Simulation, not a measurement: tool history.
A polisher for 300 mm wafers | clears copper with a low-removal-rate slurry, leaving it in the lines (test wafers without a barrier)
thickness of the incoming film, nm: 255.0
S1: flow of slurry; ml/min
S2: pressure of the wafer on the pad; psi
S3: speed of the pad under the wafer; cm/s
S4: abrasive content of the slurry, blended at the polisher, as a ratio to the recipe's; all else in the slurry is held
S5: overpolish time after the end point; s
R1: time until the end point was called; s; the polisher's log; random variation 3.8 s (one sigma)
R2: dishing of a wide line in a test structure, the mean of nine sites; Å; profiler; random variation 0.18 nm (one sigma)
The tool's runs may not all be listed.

| run | hour | S1 | S2 | S3 | S4 | S5 | R1 | R2 |
|---|---|---|---|---|---|---|---|---|
| 1 | 0.0 | 280 | 2.0 | 104 | 1.0 | 16 | 118.78 | 194.52 |
| 2 | 6.2 | 280 | 1.9 | 104 | 1.0 | 15 | 128.39 | 182.59 |
| 3 | 8.7 | 280 | 1.8 | 104 | 1.0 | 14 | 131.88 | 169.06 |
| 4 | 14.5 | 280 | 1.7 | 102 | 1.0 | 13 | 140.63 | 144.77 |
| 5 | 15.9 | 280 | 2.0 | 102 | 1.0 | 13 | 119.59 | 162.80 |
| 6 | 24.0 | 225 | 2.0 | 102 | 1.0 | 13 | 124.38 | 161.57 |

The next listed run, before its measurement:
| 7 | 26.0 | 225 | 1.9 | 102 | 1.0 | 13 | ? | ? |

{"run 7": {"R1": 130.57, "R2": 153.88}}
